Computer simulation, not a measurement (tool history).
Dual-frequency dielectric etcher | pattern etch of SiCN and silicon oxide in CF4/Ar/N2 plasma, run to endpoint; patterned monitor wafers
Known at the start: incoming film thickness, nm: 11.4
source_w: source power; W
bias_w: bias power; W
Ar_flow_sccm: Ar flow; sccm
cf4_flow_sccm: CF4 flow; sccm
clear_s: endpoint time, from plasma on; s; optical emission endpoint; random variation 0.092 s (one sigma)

{"run": 1, "hour": 0.0, "source_w": 380, "bias_w": 55, "Ar_flow_sccm": 117, "cf4_flow_sccm": 77, "clear_s": 17.916}
{"run": 2, "hour": 0.7, "source_w": 380, "bias_w": 55, "Ar_flow_sccm": 105, "cf4_flow_sccm": 77, "clear_s": 17.64}
{"run": 3, "hour": 4.6, "source_w": 380, "bias_w": 55, "Ar_flow_sccm": 105, "cf4_flow_sccm": 71, "clear_s": 17.924}
{"run": 4, "hour": 12.3, "source_w": 410, "bias_w": 55, "Ar_flow_sccm": 105, "cf4_flow_sccm": 71, "clear_s": 16.841}
{"run": 5, "hour": 15.5, "source_w": 420, "bias_w": 55, "Ar_flow_sccm": 105, "cf4_flow_sccm": 71, "clear_s": 16.527}
{"run": 6, "hour": 16.4, "source_w": 420, "bias_w": 55, "Ar_flow_sccm": 105, "cf4_flow_sccm": 64, "clear_s": 16.762}

Run 7 comes next. What will it give?
{"run": 7, "hour": 23.1, "source_w": 420, "bias_w": 55, "Ar_flow_sccm": 105, "cf4_flow_sccm": 64, "clear_s": "?"}

clear_s: 16.774 s

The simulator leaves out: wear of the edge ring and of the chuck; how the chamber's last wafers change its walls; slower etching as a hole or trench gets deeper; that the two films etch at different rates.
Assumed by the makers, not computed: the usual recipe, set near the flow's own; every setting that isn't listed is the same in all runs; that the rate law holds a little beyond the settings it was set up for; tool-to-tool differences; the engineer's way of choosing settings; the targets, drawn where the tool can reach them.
